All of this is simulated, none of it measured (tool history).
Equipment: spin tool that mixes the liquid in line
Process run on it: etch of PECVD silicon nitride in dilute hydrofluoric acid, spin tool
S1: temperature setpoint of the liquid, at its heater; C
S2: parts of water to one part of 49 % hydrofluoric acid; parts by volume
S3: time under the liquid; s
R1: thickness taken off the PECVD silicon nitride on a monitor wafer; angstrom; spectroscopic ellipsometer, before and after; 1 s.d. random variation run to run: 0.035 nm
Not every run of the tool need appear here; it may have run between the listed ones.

run 1 day=0 | S1=22 S2=150 S3=320 | R1=104.43
run 2 day=0.358 | S1=21.5 S2=150 S3=320 | R1=101.08
run 3 day=0.571 | S1=21 S2=150 S3=320 | R1=98.227
run 4 day=0.808 | S1=21 S2=150 S3=340 | R1=104.04
-- day=1.029 hydrofluoric acid flow meter replaced
run 5 day=1.029 | S1=21 S2=180 S3=340 | R1=82.269
run 6 day=1.154 | S1=21 S2=140 S3=340 | R1=105.55
run 7 day=1.462 | S1=20.5 S2=140 S3=340 | R1=101.5
run 8 day=1.579 | S1=20 S2=140 S3=340 | R1=98.606
run 9 day=1.888 | S1=19.5 S2=140 S3=340 | R1=95.241

For run 10, what comes out?
run 10 day=2.05 | S1=19 S2=140 S3=340 | R1=?

{"run 10": {"R1": 92.412}}
